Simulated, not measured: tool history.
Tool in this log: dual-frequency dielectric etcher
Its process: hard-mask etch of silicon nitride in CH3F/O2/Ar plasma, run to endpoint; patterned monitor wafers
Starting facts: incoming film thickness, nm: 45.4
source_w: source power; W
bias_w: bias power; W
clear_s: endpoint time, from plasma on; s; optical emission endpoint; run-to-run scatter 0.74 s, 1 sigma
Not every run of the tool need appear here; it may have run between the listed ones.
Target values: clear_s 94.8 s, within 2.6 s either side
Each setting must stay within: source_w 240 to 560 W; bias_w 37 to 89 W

| run | hour | source_w | bias_w | clear_s |
|---|---|---|---|---|
| 1 | 0 | 400 | 63 | 71.043 |
| 2 | 2.9 | 370 | 63 | 74.773 |
| 3 | 9.4 | 430 | 63 | 69.463 |
| 4 | 13.5 | 410 | 61 | 70.898 |
| 5 | 16.7 | 390 | 58 | 74.894 |
| 6 | 24 | 440 | 58 | 70.699 |
| 7 | 30.4 | 420 | 56 | 73.186 |
| 8 | 38.6 | 400 | 55 | 75.814 |
| 9 | 39.9 | 380 | 54 | 77.033 |
| 10 | 41.4 | 300 | 41 | 99.178 |

Which single option among these 5 for the next run brings every result within its allowed miss of target? Just one does.
| A | 42.9 | 260 | 39 | ? |
| B | 42.9 | 320 | 48 | ? |
| C | 42.9 | 320 | 40 | ? |
| D | 42.9 | 280 | 38 | ? |
| E | 42.9 | 250 | 46 | ? |

| move | clear_s |
|---|---|
| A | 109.75 |
| B | 89.942 |
| C | 96.244 |
| D | 105.96 |
| E | 105.57 |
A: misses by more than the last run did
B: pushes the last run's worst result past its target
C: all results in spec
D: misses by more than the last run did
E: misses by more than the last run did
Correct choice: C, which meets every target

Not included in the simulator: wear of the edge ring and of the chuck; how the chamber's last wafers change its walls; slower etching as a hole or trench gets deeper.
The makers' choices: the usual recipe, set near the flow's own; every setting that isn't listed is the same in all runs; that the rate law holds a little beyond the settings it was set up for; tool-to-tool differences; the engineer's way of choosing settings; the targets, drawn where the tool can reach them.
